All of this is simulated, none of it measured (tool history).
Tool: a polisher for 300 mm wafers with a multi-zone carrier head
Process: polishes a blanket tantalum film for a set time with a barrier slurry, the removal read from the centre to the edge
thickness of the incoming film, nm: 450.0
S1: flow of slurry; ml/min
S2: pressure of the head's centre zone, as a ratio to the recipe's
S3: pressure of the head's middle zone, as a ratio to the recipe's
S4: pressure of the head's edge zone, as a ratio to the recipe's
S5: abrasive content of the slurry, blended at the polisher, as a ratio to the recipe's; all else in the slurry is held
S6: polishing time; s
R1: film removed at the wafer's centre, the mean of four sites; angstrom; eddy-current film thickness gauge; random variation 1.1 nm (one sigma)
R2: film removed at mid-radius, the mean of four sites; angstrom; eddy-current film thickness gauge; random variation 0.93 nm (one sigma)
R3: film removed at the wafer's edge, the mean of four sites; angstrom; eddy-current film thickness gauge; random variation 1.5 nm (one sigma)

| run | hour | S1 | S2 | S3 | S4 | S5 | S6 | R1 | R2 | R3 |
|---|---|---|---|---|---|---|---|---|---|---|
| 1 | 0 | 300 | 1 | 1 | 1 | 1 | 55 | 795.01 | 776.91 | 770.04 |
| 2 | 8.9 | 300 | 0.93 | 1 | 1 | 1 | 55 | 734.16 | 773.07 | 755.86 |
| 3 | 13.6 | 300 | 0.93 | 1 | 0.96 | 1 | 55 | 733.19 | 761.16 | 749.91 |
| 4 | 19.7 | 300 | 0.93 | 1 | 0.96 | 0.8 | 55 | 706.26 | 714.19 | 731.8 |
|  | 26.9 | centre zone pressure recalibrated |
| 5 | 26.9 | 300 | 0.93 | 1 | 0.91 | 0.8 | 55 | 648.83 | 724.29 | 688.06 |
| 6 | 34.4 | 300 | 0.93 | 1.01 | 0.99 | 1 | 58 | 746.39 | 812.3 | 810.03 |
| 7 | 40.5 | 295 | 0.98 | 1 | 1.04 | 1.15 | 60 | 825.91 | 866.88 | 855.25 |
| 8 | 42.2 | 305 | 1.02 | 0.97 | 1.07 | 1.25 | 63 | 937.28 | 893.57 | 934.42 |

Forecast run 9:
| 9 | 46.4 | 305 | 1.02 | 0.97 | 1.07 | 1.25 | 63 | ? | ? | ? |

R1: 919.75 angstrom
R2: 878.95 angstrom
R3: 960.61 angstrom
